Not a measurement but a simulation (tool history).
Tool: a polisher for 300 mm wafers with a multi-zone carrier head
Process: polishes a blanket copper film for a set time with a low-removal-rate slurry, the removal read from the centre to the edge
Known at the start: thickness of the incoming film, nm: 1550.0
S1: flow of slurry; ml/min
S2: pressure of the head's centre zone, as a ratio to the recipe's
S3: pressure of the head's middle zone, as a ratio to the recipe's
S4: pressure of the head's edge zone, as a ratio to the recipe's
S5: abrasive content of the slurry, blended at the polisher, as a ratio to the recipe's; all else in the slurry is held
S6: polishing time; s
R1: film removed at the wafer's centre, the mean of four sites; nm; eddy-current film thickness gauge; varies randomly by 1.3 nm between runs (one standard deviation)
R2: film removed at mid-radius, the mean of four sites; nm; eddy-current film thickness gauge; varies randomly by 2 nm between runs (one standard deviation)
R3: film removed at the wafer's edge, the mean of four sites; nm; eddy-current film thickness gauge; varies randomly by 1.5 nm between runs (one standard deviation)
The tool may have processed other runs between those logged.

{"run": 1, "hour": 0.0, "S1": 240, "S2": 1, "S3": 1, "S4": 1, "S5": 1, "S6": 77, "R1": 146.5, "R2": 149.87, "R3": 146}
{"run": 2, "hour": 7.3, "S1": 240, "S2": 0.97, "S3": 1, "S4": 1, "S5": 1, "S6": 77, "R1": 143.13, "R2": 146.6, "R3": 149.19}
{"run": 3, "hour": 9.9, "S1": 240, "S2": 0.97, "S3": 1, "S4": 0.94, "S5": 1, "S6": 77, "R1": 141.67, "R2": 151.45, "R3": 143.55}
{"run": 4, "hour": 12.6, "S1": 240, "S2": 0.97, "S3": 1, "S4": 0.98, "S5": 1, "S6": 77, "R1": 142.02, "R2": 147.55, "R3": 146.27}
{"run": 5, "hour": 14.0, "S1": 240, "S2": 0.97, "S3": 1.09, "S4": 0.98, "S5": 1, "S6": 77, "R1": 142.41, "R2": 158.59, "R3": 146.53}
{"run": 6, "hour": 19.2, "S1": 245, "S2": 1, "S3": 1.07, "S4": 1.01, "S5": 1.05, "S6": 77, "R1": 147.63, "R2": 158.96, "R3": 148.5}
{"run": 7, "hour": 25.6, "S1": 250, "S2": 1.03, "S3": 1.04, "S4": 1.03, "S5": 1.1, "S6": 78, "R1": 152.93, "R2": 160.83, "R3": 155.02}
{"run": 8, "hour": 27.6, "S1": 290, "S2": 1.13, "S3": 0.94, "S4": 0.93, "S5": 1.35, "S6": 87, "R1": 196.59, "R2": 169.29, "R3": 169.31}
{"run": 9, "hour": 34.9, "S1": 290, "S2": 1.13, "S3": 0.93, "S4": 0.94, "S5": 1.35, "S6": 87, "R1": 198.4, "R2": 165.42, "R3": 172.91}

Expected results for the next run?
{"run": 10, "hour": 43.5, "S1": 290, "S2": 1.13, "S3": 0.92, "S4": 0.94, "S5": 1.35, "S6": 87, "R1": "?", "R2": "?", "R3": "?"}

R1: 198.55 nm
R2: 165.77 nm
R3: 171.74 nm
